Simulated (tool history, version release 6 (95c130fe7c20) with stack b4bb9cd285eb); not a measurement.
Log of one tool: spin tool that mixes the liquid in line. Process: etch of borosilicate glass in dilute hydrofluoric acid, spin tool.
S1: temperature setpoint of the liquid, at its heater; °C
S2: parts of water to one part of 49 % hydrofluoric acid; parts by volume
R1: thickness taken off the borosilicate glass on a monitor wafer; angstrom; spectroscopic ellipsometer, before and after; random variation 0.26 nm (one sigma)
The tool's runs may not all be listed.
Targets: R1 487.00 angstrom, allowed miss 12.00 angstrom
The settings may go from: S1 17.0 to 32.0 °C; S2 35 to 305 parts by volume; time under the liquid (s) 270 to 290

Run 1, hour 0.0: S1 24.0 °C, S2 170 parts by volume, time under the liquid (s) 270. Result: R1 286.32 angstrom.
Run 2, hour 8.9: S1 26.0 °C, S2 160 parts by volume, time under the liquid (s) 270. Result: R1 328.18 angstrom.
Run 3, hour 10.7: S1 27.5 °C, S2 155 parts by volume, time under the liquid (s) 270. Result: R1 359.84 angstrom.
Run 4, hour 11.9: S1 27.5 °C, S2 155 parts by volume, time under the liquid (s) 290. Result: R1 386.78 angstrom.
Run 5, hour 13.0: S1 28.5 °C, S2 150 parts by volume, time under the liquid (s) 290. Result: R1 420.68 angstrom.
Run 6, hour 18.2: S1 29.5 °C, S2 150 parts by volume, time under the liquid (s) 290. Result: R1 434.22 angstrom.
Run 7, hour 21.0: S1 30.0 °C, S2 150 parts by volume, time under the liquid (s) 290. Result: R1 440.39 angstrom.
Run 8, hour 25.7: S1 30.5 °C, S2 150 parts by volume, time under the liquid (s) 290. Result: R1 450.35 angstrom.
Run 9, hour 32.5: S1 31.0 °C, S2 150 parts by volume, time under the liquid (s) 290. Result: R1 458.84 angstrom.
Run 10, hour 34.5: S1 31.0 °C, S2 150 parts by volume, time under the liquid (s) 290. Result: R1 458.72 angstrom.

Which of these 4 next moves meets every target?
Run A, hour 36.5: S1 30.5 °C, S2 125 parts by volume, time under the liquid (s) 275. Result: R1 ?.
Run B, hour 36.5: S1 28.5 °C, S2 140 parts by volume, time under the liquid (s) 290. Result: R1 ?.
Run C, hour 36.5: S1 32.0 °C, S2 140 parts by volume, time under the liquid (s) 290. Result: R1 ?.
Run D, hour 36.5: S1 30.0 °C, S2 130 parts by volume, time under the liquid (s) 270. Result: R1 ?.

move      R1
   A  532.48
   B  456.72
   C  518.33
   D  490.24
A: takes the result that was furthest off past its target
B: further off than the last run
C: takes the result that was furthest off past its target
D: meets every target
Move D is the one to make.
